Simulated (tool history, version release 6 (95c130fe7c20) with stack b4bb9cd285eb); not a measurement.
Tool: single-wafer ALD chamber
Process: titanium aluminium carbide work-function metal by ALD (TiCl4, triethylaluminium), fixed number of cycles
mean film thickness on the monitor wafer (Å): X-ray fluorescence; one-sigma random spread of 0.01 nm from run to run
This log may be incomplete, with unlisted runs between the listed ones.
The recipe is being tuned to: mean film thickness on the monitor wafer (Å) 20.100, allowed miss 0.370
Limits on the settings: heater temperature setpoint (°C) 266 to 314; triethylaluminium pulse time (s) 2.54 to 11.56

run	hour	heater temperature setpoint (°C)	triethylaluminium pulse time (s)	mean film thickness on the monitor wafer (Å)
1	0.0	290	7.05	17.937
2	7.2	290	6.08	17.345
3	8.2	290	5.23	16.817
4	13.0	290	4.12	15.899
5	17.6	282	4.12	15.394
6	25.1	282	5.93	16.781
7	28.2	285	6.34	16.995
8	32.7	288	6.58	17.500
9	36.9	291	6.82	17.927
10	41.8	294	6.97	17.963
11	44.5	305	9.22	19.478
12	49.1	305	9.36	19.555
13	55.2	305	9.48	19.601
14	60.3	305	9.58	19.837
15	63.5	305	9.63	19.865
16	64.6	305	9.63	19.673

Below are 5 possible settings for the next run. Only one of them brings all results inside the allowed miss of their targets. Which is it?
A	65.7	309	7.32	?
B	65.7	303	8.65	?
C	65.7	304	11.43	?
D	65.7	304	8.45	?
E	65.7	311	6.88	?

move	mean film thickness on the monitor wafer (Å)
A	19.297
B	19.343
C	20.026
D	19.355
E	19.238
A: misses by more than the last run did
B: misses by more than the last run did
C: each result inside its tolerance
D: misses by more than the last run did
E: misses by more than the last run did
C is the move that brings every result within its allowed miss.

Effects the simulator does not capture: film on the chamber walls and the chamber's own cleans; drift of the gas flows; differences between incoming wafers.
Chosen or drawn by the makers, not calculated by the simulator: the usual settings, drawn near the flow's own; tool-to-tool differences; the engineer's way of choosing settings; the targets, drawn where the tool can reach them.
